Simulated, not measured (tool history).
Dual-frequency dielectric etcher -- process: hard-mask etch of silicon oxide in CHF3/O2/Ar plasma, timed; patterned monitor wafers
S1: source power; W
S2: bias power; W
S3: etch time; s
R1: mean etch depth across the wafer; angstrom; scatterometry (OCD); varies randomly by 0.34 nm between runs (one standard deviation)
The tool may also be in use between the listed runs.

run,hour,S1,S2,S3,R1
1,0,650,165,28,582.39
2,6.9,700,167,28,603.71
3,11.8,590,167,28,557.2
4,13.7,650,169,28,586.06
5,20.1,690,171,28,603.98
6,23.7,720,172,28,614.76
7,27.3,740,173,28,628.77

Expected results for the next run?
8,29.3,750,174,28,?

Logged for run 8: R1 628.81 angstrom.
